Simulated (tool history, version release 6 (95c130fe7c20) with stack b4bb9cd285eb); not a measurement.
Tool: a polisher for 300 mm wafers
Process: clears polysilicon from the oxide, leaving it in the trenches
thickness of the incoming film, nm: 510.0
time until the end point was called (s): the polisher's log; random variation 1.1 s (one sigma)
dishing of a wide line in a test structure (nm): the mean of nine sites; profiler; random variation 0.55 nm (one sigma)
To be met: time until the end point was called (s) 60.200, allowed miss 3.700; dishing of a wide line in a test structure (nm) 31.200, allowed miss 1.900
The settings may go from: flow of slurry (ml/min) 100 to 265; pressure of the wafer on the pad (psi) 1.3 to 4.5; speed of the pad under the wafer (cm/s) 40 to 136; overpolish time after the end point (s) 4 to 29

run	hour	flow of slurry (ml/min)	pressure of the wafer on the pad (psi)	speed of the pad under the wafer (cm/s)	overpolish time after the end point (s)	time until the end point was called (s)	dishing of a wide line in a test structure (nm)
1	0.0	170	2.9	88	15	40.604	39.467
2	2.7	135	2.9	88	15	43.726	39.500
3	5.2	145	2.7	88	13	44.809	39.311
4	13.1	145	2.7	104	13	37.137	39.423
5	19.0	150	2.5	102	12	42.125	38.479
6	25.6	150	2.5	102	17	42.035	40.989
7	29.1	170	2.4	96	15	45.349	38.456
8	31.1	220	1.6	88	8	69.215	33.864
9	33.0	265	1.7	100	4	56.469	26.811

Which of these 5 next moves meets every target?
A	34.9	265	1.5	120	4	?	?
B	34.9	265	1.7	92	6	?	?
C	34.9	265	1.8	102	4	?	?
D	34.9	265	1.7	104	4	?	?
E	34.9	260	1.9	98	6	?	?

move	time until the end point was called (s)	dishing of a wide line in a test structure (nm)
A	54.154	27.192
B	62.322	30.946
C	53.388	27.400
D	55.314	26.882
E	52.821	33.080
A: nearer than the last run, and not there yet
B: meets every target
C: nearer than the last run, and not there yet
D: as far off as the last run
E: brings the result that was furthest off to its target, and leaves another outside
The right move is B.
